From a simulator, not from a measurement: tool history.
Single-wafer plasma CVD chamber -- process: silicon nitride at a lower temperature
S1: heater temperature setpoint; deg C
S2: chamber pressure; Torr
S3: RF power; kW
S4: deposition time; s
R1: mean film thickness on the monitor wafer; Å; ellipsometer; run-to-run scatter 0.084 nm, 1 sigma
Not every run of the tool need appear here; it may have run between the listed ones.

run	hour	S1	S2	S3	S4	R1
1	0	350	1.52	0.365	13.3	197.82
2	7	350	1.45	0.36	13.3	192.35
3	11.5	359	1.45	0.36	13.3	191.47
4	13.2	359	1.32	0.36	13.3	187.46
5	21.7	359	1.32	0.36	13.3	188.38
6	24.2	359	1.28	0.355	13.3	185.82
7	29.4	359	1.24	0.35	13.3	180.24

Run 8 comes next. What will it give?
8	37.4	359	1.21	0.35	13.3	?

R1: 179.47 Å
